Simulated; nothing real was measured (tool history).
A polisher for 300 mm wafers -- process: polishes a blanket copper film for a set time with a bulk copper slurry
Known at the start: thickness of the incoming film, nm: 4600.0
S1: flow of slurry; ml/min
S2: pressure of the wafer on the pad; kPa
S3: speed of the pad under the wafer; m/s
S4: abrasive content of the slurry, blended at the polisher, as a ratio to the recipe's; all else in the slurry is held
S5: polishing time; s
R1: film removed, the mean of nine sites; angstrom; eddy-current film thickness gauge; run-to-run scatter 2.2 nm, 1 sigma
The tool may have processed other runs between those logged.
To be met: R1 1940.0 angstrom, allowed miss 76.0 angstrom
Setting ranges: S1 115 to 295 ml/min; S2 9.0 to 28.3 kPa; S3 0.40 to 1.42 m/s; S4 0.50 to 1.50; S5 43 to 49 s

run 1 hour=0.0 | S1=190 S2=18.6 S3=0.90 S4=1.00 S5=49 | R1=3287.3
run 2 hour=8.3 | S1=190 S2=17.2 S3=0.90 S4=1.00 S5=49 | R1=3062.8
run 3 hour=13.9 | S1=190 S2=14.5 S3=0.90 S4=1.00 S5=49 | R1=2535.0
run 4 hour=20.7 | S1=190 S2=17.2 S3=0.90 S4=1.00 S5=49 | R1=3036.0
run 5 hour=29.2 | S1=190 S2=17.2 S3=0.90 S4=1.00 S5=49 | R1=3050.4
run 6 hour=35.6 | S1=190 S2=19.3 S3=0.90 S4=1.00 S5=49 | R1=3414.3
run 7 hour=41.1 | S1=185 S2=14.5 S3=0.86 S4=1.00 S5=49 | R1=2510.9
run 8 hour=47.7 | S1=185 S2=13.1 S3=0.86 S4=1.00 S5=49 | R1=2246.0
run 9 hour=48.9 | S1=185 S2=13.1 S3=0.86 S4=1.00 S5=49 | R1=2270.8
run 10 hour=51.7 | S1=185 S2=12.4 S3=0.86 S4=1.00 S5=49 | R1=2137.6
run 11 hour=58.6 | S1=180 S2=10.3 S3=0.86 S4=1.00 S5=49 | R1=1796.0
run 12 hour=64.7 | S1=180 S2=10.3 S3=0.86 S4=1.00 S5=49 | R1=1801.7
run 13 hour=70.1 | S1=180 S2=10.3 S3=0.86 S4=1.00 S5=49 | R1=1783.3
run 14 hour=75.8 | S1=190 S2=10.3 S3=0.86 S4=1.00 S5=49 | R1=1842.3
run 15 hour=81.9 | S1=195 S2=10.3 S3=0.86 S4=1.00 S5=49 | R1=1791.2

Pick the move, out of 4, that brings all results within their allowed miss; only one does.
run A hour=88.0 | S1=250 S2=9.7 S3=1.12 S4=0.80 S5=44 | R1=?
run B hour=88.0 | S1=225 S2=11.0 S3=0.76 S4=0.90 S5=48 | R1=?
run C hour=88.0 | S1=250 S2=13.8 S3=0.76 S4=1.10 S5=49 | R1=?
run D hour=88.0 | S1=155 S2=11.7 S3=0.82 S4=1.05 S5=45 | R1=?

move=A R1=1944.2
move=B R1=1671.6
move=C R1=2219.9
move=D R1=1762.1
A: hits every target within its allowed miss
B: further off than the last run
C: takes the result that was furthest off past its target
D: further off than the last run
So the answer is move A, the one that meets all the targets.

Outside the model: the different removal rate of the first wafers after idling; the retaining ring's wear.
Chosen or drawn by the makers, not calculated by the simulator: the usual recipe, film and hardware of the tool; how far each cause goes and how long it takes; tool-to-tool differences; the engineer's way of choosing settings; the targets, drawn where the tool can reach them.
